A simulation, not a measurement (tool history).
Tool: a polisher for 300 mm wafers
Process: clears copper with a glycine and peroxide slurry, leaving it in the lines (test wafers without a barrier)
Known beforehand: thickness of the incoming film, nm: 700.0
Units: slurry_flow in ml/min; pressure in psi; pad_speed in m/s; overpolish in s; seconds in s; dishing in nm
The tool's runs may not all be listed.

run	hour	slurry_flow	pressure	pad_speed	overpolish	seconds	dishing
1	0	215	3.5	1.26	14	90.709	62.928
2	8	215	3.5	1.26	16	89.172	68.129
3	14	215	3.3	1.26	17	93.856	70.481
4	19.9	175	3.3	1.26	17	94.892	69.919
5	24.9	175	3.1	1.26	18	98.922	69.477
6	27.3	175	2.9	1.26	19	101.82	70.608

Predict the results of run 7:
7	29.2	175	2.8	1.26	20	?	?

{"run 7": {"seconds": 106.24, "dishing": 68.938}}

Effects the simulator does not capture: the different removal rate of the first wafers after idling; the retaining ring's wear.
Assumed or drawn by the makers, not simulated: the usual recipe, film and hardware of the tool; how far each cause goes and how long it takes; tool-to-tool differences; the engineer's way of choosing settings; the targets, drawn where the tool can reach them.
